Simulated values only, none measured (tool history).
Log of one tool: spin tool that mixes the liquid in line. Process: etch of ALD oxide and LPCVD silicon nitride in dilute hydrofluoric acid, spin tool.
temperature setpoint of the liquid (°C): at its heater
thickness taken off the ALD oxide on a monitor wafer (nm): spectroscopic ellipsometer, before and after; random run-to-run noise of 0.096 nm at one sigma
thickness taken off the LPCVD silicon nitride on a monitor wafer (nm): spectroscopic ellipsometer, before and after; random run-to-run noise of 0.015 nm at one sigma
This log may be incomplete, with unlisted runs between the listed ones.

run  hour  temperature setpoint of the liquid (°C)  parts of water to one part of 49 % hydrofluoric acid (parts by volume)  time under the liquid (s)  thickness taken off the ALD oxide on a monitor wafer (nm)  thickness taken off the LPCVD silicon nitride on a monitor wafer (nm)
  1   0.0                                     23.0                                                                     175                        180                                                     21.655                                                                0.45742
  2   1.1                                     22.5                                                                     175                        180                                                     21.674                                                                0.46172
  3   9.3                                     22.5                                                                     200                        180                                                     18.073                                                                0.38014
  4  12.4                                     22.0                                                                     200                        180                                                     17.726                                                                0.35304
  5  16.5                                     22.0                                                                     200                        240                                                     24.080                                                                0.51072
  6  25.1                                     22.0                                                                     200                        180                                                     18.010                                                                0.37457
  7  33.2                                     21.5                                                                     200                        180                                                     17.375                                                                0.36167

What will run 8 give?
  8  39.5                                     20.5                                                                     200                        180                                                          ?                                                                      ?

{"run 8": {"thickness taken off the ALD oxide on a monitor wafer (nm)": 17.053, "thickness taken off the LPCVD silicon nitride on a monitor wafer (nm)": 0.35417}}
